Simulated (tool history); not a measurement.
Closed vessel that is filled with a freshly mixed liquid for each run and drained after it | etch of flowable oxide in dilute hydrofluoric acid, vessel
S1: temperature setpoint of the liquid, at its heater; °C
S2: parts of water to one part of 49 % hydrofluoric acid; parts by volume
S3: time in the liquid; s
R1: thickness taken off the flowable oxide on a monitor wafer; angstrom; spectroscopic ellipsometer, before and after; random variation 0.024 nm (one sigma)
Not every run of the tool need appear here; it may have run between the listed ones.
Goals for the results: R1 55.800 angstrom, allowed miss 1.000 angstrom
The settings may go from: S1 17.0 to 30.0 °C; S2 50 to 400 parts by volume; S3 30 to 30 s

{"run": 1, "hour": 0.0, "S1": 22.0, "S2": 225, "S3": 30, "R1": 35.034}
{"run": 2, "hour": 1.8, "S1": 23.0, "S2": 220, "S3": 30, "R1": 37.198}
{"run": 3, "hour": 2.8, "S1": 24.0, "S2": 215, "S3": 30, "R1": 40.039}
{"run": 4, "hour": 9.2, "S1": 24.5, "S2": 215, "S3": 30, "R1": 40.712}
{"run": 5, "hour": 15.7, "S1": 25.0, "S2": 215, "S3": 30, "R1": 41.098}
{"run": 6, "hour": 22.5, "S1": 25.0, "S2": 215, "S3": 30, "R1": 41.058}
{"hour": 30.1, "done": "thermometer replaced"}
{"run": 7, "hour": 30.1, "S1": 25.5, "S2": 210, "S3": 30, "R1": 46.646}
{"run": 8, "hour": 39.2, "S1": 26.0, "S2": 210, "S3": 30, "R1": 47.788}
{"run": 9, "hour": 40.3, "S1": 26.5, "S2": 210, "S3": 30, "R1": 48.446}
{"run": 10, "hour": 49.2, "S1": 27.0, "S2": 210, "S3": 30, "R1": 49.597}

Consider the 4 candidate settings below. Which is the only one whose results all fall within their allowed miss of target?
{"run": "A", "hour": 58.1, "S1": 30.0, "S2": 200, "S3": 30, "R1": "?"}
{"run": "B", "hour": 58.1, "S1": 27.0, "S2": 185, "S3": 30, "R1": "?"}
{"run": "C", "hour": 58.1, "S1": 26.0, "S2": 185, "S3": 30, "R1": "?"}
{"run": "D", "hour": 58.1, "S1": 26.5, "S2": 180, "S3": 30, "R1": "?"}

move=A R1=58.170
move=B R1=57.586
move=C R1=55.531
move=D R1=58.461
A: takes the result that was furthest off past its target
B: takes the result that was furthest off past its target
C: in spec on every target
D: takes the result that was furthest off past its target
The move that meets every target is C.
